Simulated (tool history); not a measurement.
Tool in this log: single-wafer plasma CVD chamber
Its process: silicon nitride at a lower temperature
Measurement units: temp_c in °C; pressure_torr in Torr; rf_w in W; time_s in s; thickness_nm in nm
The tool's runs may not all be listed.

run	hour	temp_c	pressure_torr	rf_w	time_s	thickness_nm
1	0	345	1.85	295	25.9	33.328
2	6.5	337	1.85	295	25.9	33.235
3	13.8	343	1.85	295	25.9	33.078
4	18.2	343	2.15	295	25.9	34.239
5	18.7	343	1.95	275	25.9	31.052
6	26.7	343	1.81	265	25.9	29.845
7	28.2	343	1.69	255	25.9	28.138
8	29.3	343	1.69	255	25.9	28.166

For run 9, what comes out?
9	33.6	343	1.58	250	25.9	?

For run 9 the tool returned thickness_nm 27.443 nm.

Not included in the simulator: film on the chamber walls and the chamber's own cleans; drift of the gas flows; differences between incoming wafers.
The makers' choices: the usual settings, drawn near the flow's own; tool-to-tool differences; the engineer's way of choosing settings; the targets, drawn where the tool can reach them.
